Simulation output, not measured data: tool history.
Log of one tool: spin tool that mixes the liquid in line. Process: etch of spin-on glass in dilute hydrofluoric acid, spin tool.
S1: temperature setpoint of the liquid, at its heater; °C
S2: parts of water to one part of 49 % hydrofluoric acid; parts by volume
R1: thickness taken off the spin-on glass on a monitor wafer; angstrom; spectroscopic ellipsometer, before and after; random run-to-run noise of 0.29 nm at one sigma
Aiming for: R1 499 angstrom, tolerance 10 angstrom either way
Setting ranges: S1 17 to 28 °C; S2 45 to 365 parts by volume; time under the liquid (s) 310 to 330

Run 1, hour 0: S1 20 °C, S2 205 parts by volume, time under the liquid (s) 310. Result: R1 291.9 angstrom.
Run 2, hour 1.9: S1 21.5 °C, S2 205 parts by volume, time under the liquid (s) 310. Result: R1 314.62 angstrom.
Run 3, hour 10.7: S1 23 °C, S2 200 parts by volume, time under the liquid (s) 310. Result: R1 337.87 angstrom.
Run 4, hour 14.7: S1 24 °C, S2 190 parts by volume, time under the liquid (s) 310. Result: R1 373.22 angstrom.
Run 5, hour 22: S1 25 °C, S2 185 parts by volume, time under the liquid (s) 310. Result: R1 403.72 angstrom.
Run 6, hour 24.5: S1 28 °C, S2 185 parts by volume, time under the liquid (s) 310. Result: R1 454.89 angstrom.
Run 7, hour 32.5: S1 28 °C, S2 165 parts by volume, time under the liquid (s) 310. Result: R1 513.91 angstrom.
Run 8, hour 39.4: S1 28 °C, S2 165 parts by volume, time under the liquid (s) 310. Result: R1 516.87 angstrom.

Which one of the following 5 next-run settings gets every result inside its allowed miss? There is exactly one.
Run A, hour 46.3: S1 27.5 °C, S2 170 parts by volume, time under the liquid (s) 330. Result: R1 ?.
Run B, hour 46.3: S1 23 °C, S2 145 parts by volume, time under the liquid (s) 330. Result: R1 ?.
Run C, hour 46.3: S1 28 °C, S2 170 parts by volume, time under the liquid (s) 330. Result: R1 ?.
Run D, hour 46.3: S1 28 °C, S2 170 parts by volume, time under the liquid (s) 310. Result: R1 ?.
Run E, hour 46.3: S1 28 °C, S2 160 parts by volume, time under the liquid (s) 330. Result: R1 ?.

move      R1
   A  521.83
   B  531.97
   C  531.38
   D  499.17
   E  571.56
A: lands further from the targets than the last run did
B: lands further from the targets than the last run did
C: lands further from the targets than the last run did
D: each result inside its tolerance
E: lands further from the targets than the last run did
Answer: D
